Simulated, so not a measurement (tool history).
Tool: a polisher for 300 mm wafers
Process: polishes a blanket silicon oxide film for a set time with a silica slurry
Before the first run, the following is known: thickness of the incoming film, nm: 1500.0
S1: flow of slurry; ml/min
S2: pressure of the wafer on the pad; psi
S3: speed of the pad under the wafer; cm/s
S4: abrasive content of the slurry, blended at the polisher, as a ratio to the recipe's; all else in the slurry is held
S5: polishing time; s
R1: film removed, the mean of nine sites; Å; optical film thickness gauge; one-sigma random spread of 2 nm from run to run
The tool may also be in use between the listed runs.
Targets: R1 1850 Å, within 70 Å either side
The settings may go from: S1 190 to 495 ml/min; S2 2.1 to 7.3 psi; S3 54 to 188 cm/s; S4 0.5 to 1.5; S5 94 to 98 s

| run | hour | S1 | S2 | S3 | S4 | S5 | R1 |
|---|---|---|---|---|---|---|---|
| 1 | 0 | 320 | 4.7 | 120 | 1 | 94 | 3062.9 |
| 2 | 6.1 | 320 | 4.7 | 120 | 1 | 94 | 3138.2 |
| 3 | 11 | 320 | 4.2 | 120 | 1 | 94 | 2746.7 |
| 4 | 13.1 | 320 | 3.8 | 120 | 1 | 94 | 2523.8 |
| 5 | 21.3 | 320 | 4.2 | 120 | 1 | 94 | 2772.8 |
| 6 | 29.6 | 320 | 4.2 | 120 | 1.15 | 94 | 2946.4 |
| 7 | 33.2 | 320 | 2.9 | 116 | 1.15 | 94 | 2016.2 |
| 8 | 33.7 | 320 | 2.8 | 116 | 1.15 | 94 | 1986.9 |
| 9 | 40.3 | 320 | 2.8 | 116 | 1.15 | 94 | 1964.4 |

Below are 5 possible settings for the next run. Only one of them brings all results inside the allowed miss of their targets. Which is it?
| A | 46.9 | 330 | 3.2 | 114 | 1.15 | 98 | ? |
| B | 46.9 | 340 | 2.6 | 120 | 1.2 | 96 | ? |
| C | 46.9 | 335 | 3.2 | 94 | 1.25 | 98 | ? |
| D | 46.9 | 330 | 3.5 | 92 | 1.4 | 94 | ? |
| E | 46.9 | 330 | 2.6 | 114 | 1.1 | 96 | ? |

| move | R1 |
|---|---|
| A | 2348.8 |
| B | 2029.3 |
| C | 2081.6 |
| D | 2217.8 |
| E | 1877.6 |
A: its largest miss is bigger than the last run's
B: its largest miss is bigger than the last run's
C: its largest miss is bigger than the last run's
D: its largest miss is bigger than the last run's
E: each result inside its tolerance
Go with E: it meets all targets.
